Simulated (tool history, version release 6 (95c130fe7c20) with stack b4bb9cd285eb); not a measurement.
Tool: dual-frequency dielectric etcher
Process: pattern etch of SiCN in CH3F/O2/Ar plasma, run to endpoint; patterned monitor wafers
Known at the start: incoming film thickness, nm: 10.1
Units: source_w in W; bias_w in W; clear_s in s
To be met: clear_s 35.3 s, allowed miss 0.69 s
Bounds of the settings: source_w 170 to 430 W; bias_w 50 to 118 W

| run | hour | source_w | bias_w | clear_s |
|---|---|---|---|---|
| 1 | 0 | 300 | 84 | 32.229 |
| 2 | 1.5 | 350 | 84 | 30.519 |
| 3 | 7.7 | 390 | 84 | 29.593 |
| 4 | 10.9 | 420 | 84 | 28.543 |
| 5 | 17.3 | 370 | 81 | 30.194 |
| 6 | 24.7 | 400 | 81 | 29.347 |
| 7 | 28.8 | 400 | 81 | 29.436 |
| 8 | 36.2 | 360 | 78 | 31.192 |
| 9 | 38.2 | 300 | 72 | 34.374 |
| 10 | 41.4 | 290 | 72 | 34.316 |

Which of these 5 next moves meets every target?
| A | 44.6 | 240 | 79 | ? |
| B | 44.6 | 290 | 79 | ? |
| C | 44.6 | 310 | 80 | ? |
| D | 44.6 | 320 | 73 | ? |
| E | 44.6 | 330 | 66 | ? |

| move | clear_s |
|---|---|
| A | 35.59 |
| B | 33.347 |
| C | 32.443 |
| D | 33.083 |
| E | 33.817 |
A: meets every target
B: further off than the last run
C: further off than the last run
D: further off than the last run
E: further off than the last run
Move A is the one to make.
